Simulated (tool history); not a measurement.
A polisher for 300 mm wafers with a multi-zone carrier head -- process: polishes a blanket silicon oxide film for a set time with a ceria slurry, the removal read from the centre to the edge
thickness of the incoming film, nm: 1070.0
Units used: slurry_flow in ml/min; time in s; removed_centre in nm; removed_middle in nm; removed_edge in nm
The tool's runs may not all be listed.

run,hour,slurry_flow,centre_zone,middle_zone,edge_zone,time,removed_centre,removed_middle,removed_edge
1,0.0,140,1.00,1.00,1.00,67,140.42,143.64,145.36
2,8.0,140,1.00,1.00,1.00,77,163.33,163.68,164.11
3,12.9,140,0.95,1.00,1.00,77,152.71,168.83,165.07
4,21.1,140,1.02,1.00,1.00,77,167.21,162.32,164.44
5,27.8,150,1.02,1.00,1.00,77,171.16,165.00,171.44
6,29.2,130,1.02,0.98,0.96,69,145.44,144.89,140.31

What will run 7 give?
7,32.3,125,1.02,0.95,0.94,62,?,?,?

Run 7 measured removed_centre 129.09 nm, removed_middle 124.78 nm, removed_edge 126.57 nm.

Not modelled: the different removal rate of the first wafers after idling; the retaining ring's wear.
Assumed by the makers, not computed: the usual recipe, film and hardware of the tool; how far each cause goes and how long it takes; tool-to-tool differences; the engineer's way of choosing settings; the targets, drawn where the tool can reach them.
